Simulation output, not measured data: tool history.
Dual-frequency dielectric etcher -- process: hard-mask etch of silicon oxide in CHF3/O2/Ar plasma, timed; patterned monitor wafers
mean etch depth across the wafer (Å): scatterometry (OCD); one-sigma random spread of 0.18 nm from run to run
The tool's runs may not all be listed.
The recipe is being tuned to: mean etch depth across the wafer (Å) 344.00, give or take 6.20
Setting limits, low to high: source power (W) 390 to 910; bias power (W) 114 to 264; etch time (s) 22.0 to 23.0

run  hour  source power (W)  bias power (W)  etch time (s)  mean etch depth across the wafer (Å)
  1   0.0               650             189           22.0                                397.72
  2   6.2               600             186           22.0                                382.16
  3   7.5               650             186           22.0                                387.62
  4  13.8               650             207           22.0                                404.38
  5  18.1               590             200           22.0                                384.48
  6  26.0               550             198           22.0                                376.37
  7  28.2               520             196           22.0                                368.26
  8  30.6               520             196           22.0                                375.43
  9  34.7               490             189           22.0                                360.18
 10  38.5               470             188           22.0                                355.66

Which single option among these 5 for the next run brings every result within its allowed miss of target? Just one does.
  A  42.3               500             165           22.5                                     ?
  B  42.3               390             183           22.5                                     ?
  C  42.3               520             178           22.0                                     ?
  D  42.3               390             165           22.0                                     ?
  E  42.3               480             187           22.0                                     ?

move  mean etch depth across the wafer (Å)
   A                                357.21
   B                                341.32
   C                                359.45
   D                                325.78
   E                                355.34
A: its largest miss is bigger than the last run's
B: all results land within tolerance of their targets
C: its largest miss is bigger than the last run's
D: takes the biggest miss from the last run beyond its target
E: as far off as the last run
The move that meets every target is B.
